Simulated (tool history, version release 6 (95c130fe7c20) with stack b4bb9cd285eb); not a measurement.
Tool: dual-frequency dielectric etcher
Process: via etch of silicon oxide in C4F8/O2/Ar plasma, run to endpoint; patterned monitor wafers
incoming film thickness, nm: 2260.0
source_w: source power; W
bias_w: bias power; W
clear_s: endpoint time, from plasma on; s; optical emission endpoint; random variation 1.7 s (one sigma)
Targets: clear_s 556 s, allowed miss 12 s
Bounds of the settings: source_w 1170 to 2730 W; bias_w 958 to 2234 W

run	hour	source_w	bias_w	clear_s
1	0	1950	1596	488.76
2	8.9	2290	1596	447.35
3	12.8	1980	1596	483.45
4	18.1	1890	1581	498.64
5	23.3	1680	1581	530.46
6	24.4	1900	1581	498.1
7	25.6	1900	1581	497.93
8	31.3	1840	1571	502.4
9	40.3	1780	1559	515.08
10	41.4	1740	1552	522.53
11	44.9	1710	1547	528.81
12	52.9	1680	1543	534.04
13	58.9	1660	1540	540.85
14	62.2	1650	1538	538.44
15	69.3	1490	1502	574.46
16	75.8	1510	1504	574.73
17	83.2	1680	1542	534.86
18	87.8	1660	1540	537.06
19	93	1660	1540	539.97
20	94.9	1650	1538	541.58
21	99	1640	1536	541.29

5 next moves are on the table. One of them brings every result within its allowed miss. Which?
A	103.1	1750	1530	?
B	103.1	1680	1640	?
C	103.1	1830	1433	?
D	103.1	1680	1253	?
E	103.1	1730	1538	?

move	clear_s
A	522.19
B	526.94
C	515.87
D	555.23
E	525.04
A: further off than the last run
B: further off than the last run
C: further off than the last run
D: meets every target
E: further off than the last run
Answer: D
